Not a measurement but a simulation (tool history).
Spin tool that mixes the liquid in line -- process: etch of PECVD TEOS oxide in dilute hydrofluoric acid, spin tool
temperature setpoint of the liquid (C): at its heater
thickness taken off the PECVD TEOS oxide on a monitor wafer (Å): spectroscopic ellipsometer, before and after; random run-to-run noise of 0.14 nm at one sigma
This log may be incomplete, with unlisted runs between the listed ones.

| run | hour | temperature setpoint of the liquid (C) | parts of water to one part of 49 % hydrofluoric acid (parts by volume) | time under the liquid (s) | thickness taken off the PECVD TEOS oxide on a monitor wafer (Å) |
|---|---|---|---|---|---|
| 1 | 0.0 | 26.0 | 130 | 105 | 74.174 |
| 2 | 0.8 | 26.0 | 130 | 105 | 73.577 |
| 3 | 8.5 | 26.0 | 130 | 110 | 77.616 |
| 4 | 12.8 | 27.5 | 115 | 110 | 94.858 |
| 5 | 18.9 | 28.5 | 105 | 110 | 109.300 |
| 6 | 26.9 | 29.5 | 95 | 110 | 126.940 |
| 7 | 32.1 | 30.5 | 90 | 110 | 139.250 |
| 8 | 35.4 | 31.0 | 85 | 110 | 152.930 |
| 9 | 38.8 | 31.5 | 80 | 110 | 165.620 |

What does the tool deliver on the next run?
| 10 | 46.8 | 34.0 | 65 | 110 | ? |

{"run 10": {"thickness taken off the PECVD TEOS oxide on a monitor wafer (Å)": 230.97}}
